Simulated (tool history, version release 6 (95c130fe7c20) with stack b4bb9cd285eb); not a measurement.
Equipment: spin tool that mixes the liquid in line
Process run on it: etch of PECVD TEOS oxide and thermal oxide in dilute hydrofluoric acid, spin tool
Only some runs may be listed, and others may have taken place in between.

| run | hour | temperature setpoint of the liquid (°C) | parts of water to one part of 49 % hydrofluoric acid (parts by volume) | time under the liquid (s) | thickness taken off the PECVD TEOS oxide on a monitor wafer (nm) | thickness taken off the thermal oxide on a monitor wafer (nm) |
|---|---|---|---|---|---|---|
| 1 | 0.0 | 21.0 | 90 | 180 | 18.960 | 7.7386 |
| 2 | 0.8 | 21.0 | 60 | 180 | 29.402 | 12.0800 |
| 3 | 9.7 | 20.0 | 60 | 180 | 28.195 | 11.6320 |
| 4 | 17.6 | 19.0 | 60 | 180 | 26.824 | 11.1750 |
| 5 | 18.5 | 18.5 | 60 | 180 | 26.412 | 10.8260 |
| 6 | 22.5 | 18.5 | 60 | 145 | 21.171 | 8.7829 |
| 7 | 24.5 | 20.0 | 60 | 145 | 22.677 | 9.3175 |
| 8 | 30.7 | 21.0 | 60 | 145 | 23.878 | 9.6585 |

Run 9 has not been measured yet. What should we expect?
| 9 | 33.3 | 21.5 | 60 | 145 | ? | ? |

thickness taken off the PECVD TEOS oxide on a monitor wafer (nm): 24.164
thickness taken off the thermal oxide on a monitor wafer (nm): 9.9283
